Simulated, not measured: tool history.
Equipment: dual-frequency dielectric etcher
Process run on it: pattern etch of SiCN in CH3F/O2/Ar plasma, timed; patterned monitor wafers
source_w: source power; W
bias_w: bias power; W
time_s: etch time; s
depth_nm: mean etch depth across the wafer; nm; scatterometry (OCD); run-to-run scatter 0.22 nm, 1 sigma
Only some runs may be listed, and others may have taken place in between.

run	day	source_w	bias_w	time_s	depth_nm
1	0	500	83	90	39.343
2	0.242	500	83	94	41.334
3	0.442	500	83	90	39.58
4	0.779	520	84	90	40.688
5	0.971	520	75	90	37.984
6	1.071	520	83	90	40.37
7	1.279	530	83	90	40.471
8	1.617	540	83	90	40.907

Expected results for the next run?
9	1.675	550	83	90	?

depth_nm: 40.931 nm
